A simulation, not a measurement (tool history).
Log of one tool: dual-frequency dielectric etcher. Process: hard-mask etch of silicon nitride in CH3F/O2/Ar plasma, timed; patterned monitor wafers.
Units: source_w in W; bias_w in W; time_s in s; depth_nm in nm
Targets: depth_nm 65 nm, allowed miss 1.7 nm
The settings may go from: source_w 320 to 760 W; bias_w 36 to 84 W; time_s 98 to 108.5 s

run	hour	source_w	bias_w	time_s	depth_nm
1	0	540	60	108.5	81.171
2	3.4	500	57	107	74.77
3	6.5	500	64	107	78.705
4	9.5	500	64	108.5	79.034
5	10.7	500	64	98	71.017
6	11.7	480	64	98	69.687
7	18.8	470	64	98	68.891
8	26.2	470	64	98	68.583
9	28.8	460	64	98	68.25
10	32.4	450	64	98	66.808

Which of these 5 next moves meets every target?
A	36	370	84	107	?
B	36	390	66	103	?
C	36	420	61	108.5	?
D	36	450	49	108.5	?
E	36	510	49	102	?

move	depth_nm
A	70.07
B	64.78
C	69.898
D	68.657
E	69.493
A: further off than the last run
B: meets every target
C: further off than the last run
D: further off than the last run
E: further off than the last run
Answer: B
